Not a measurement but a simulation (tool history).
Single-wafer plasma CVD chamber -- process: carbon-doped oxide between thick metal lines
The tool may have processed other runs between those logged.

run  hour  heater temperature setpoint (deg C)  chamber pressure (Torr)  RF power (kW)  deposition time (s)  mean film thickness on the monitor wafer (Å)
  1     0                                  335                     4.99           0.48                   86                                        4551.1
  2   5.2                                  343                     4.99           0.48                   86                                        4419.2
  3  12.9                                  343                     4.99          0.445                   86                                        4179.1
  4  13.9                                  353                     4.99          0.445                   86                                          4090
  5  22.4                                  344                     4.99          0.445                   86                                        4176.8
  6  30.4                                  344                      4.9          0.435                   86                                        4067.1
  7  33.8                                  344                     4.75           0.43                   86                                        4025.3
  8  34.4                                  344                     4.75           0.43                   86                                          4014
  9  35.9                                  344                      4.6          0.425                   86                                        3925.6
 10  37.6                                  344                     4.46          0.425                   86                                          3936
 11  45.4                                  344                     4.34           0.42                   86                                        3905.5

What does the tool deliver on the next run?
 12  46.4                                  344                     4.26          0.415                   86                                             ?

Logged for run 12: mean film thickness on the monitor wafer (Å) 3859.3.

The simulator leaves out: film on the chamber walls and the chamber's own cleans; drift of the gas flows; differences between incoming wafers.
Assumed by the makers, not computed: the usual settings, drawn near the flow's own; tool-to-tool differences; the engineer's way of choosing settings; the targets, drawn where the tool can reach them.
